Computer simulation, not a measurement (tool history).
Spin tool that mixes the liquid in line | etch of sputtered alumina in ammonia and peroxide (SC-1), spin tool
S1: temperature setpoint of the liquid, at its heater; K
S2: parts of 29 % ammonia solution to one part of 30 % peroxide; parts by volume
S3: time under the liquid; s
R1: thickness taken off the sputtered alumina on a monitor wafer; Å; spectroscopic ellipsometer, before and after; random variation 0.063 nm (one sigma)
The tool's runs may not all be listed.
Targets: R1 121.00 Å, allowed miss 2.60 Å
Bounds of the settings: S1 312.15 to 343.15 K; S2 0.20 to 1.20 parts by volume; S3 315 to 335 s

run  hour      S1    S2   S3      R1
  1   0.0  328.15  0.75  315  241.34
  2   6.3  328.15  0.75  335  258.14
  3  13.1  326.65  0.75  335  238.22
  4  17.6  331.65  0.75  335  307.80
  5  22.4  337.65  0.75  335  417.04
  6  30.7  337.65  0.60  335  412.15
  7  34.3  334.65  0.60  335  349.76
  8  38.2  332.15  0.60  335  310.89
  9  39.4  330.15  0.60  335  279.52
 10  46.5  328.15  0.60  335  250.54
 11  54.9  326.65  0.60  335  232.68
 12  59.9  325.15  0.60  335  215.02
 13  65.7  317.15  0.55  335  135.29
 14  66.5  316.15  0.55  335  128.48
 15  68.3  315.65  0.55  335  123.91

Which of these 5 next moves meets every target?
  A  70.1  316.65  0.20  335   ?
  B  70.1  316.65  0.50  335   ?
  C  70.1  316.15  0.55  330   ?
  D  70.1  315.15  0.70  315   ?
  E  70.1  315.65  0.75  335   ?

move      R1
   A  119.93
   B  130.92
   C  126.44
   D  116.55
   E  128.45
A: meets every target
B: further off than the last run
C: further off than the last run
D: takes the result that was furthest off past its target
E: further off than the last run
Move A is the one to make.

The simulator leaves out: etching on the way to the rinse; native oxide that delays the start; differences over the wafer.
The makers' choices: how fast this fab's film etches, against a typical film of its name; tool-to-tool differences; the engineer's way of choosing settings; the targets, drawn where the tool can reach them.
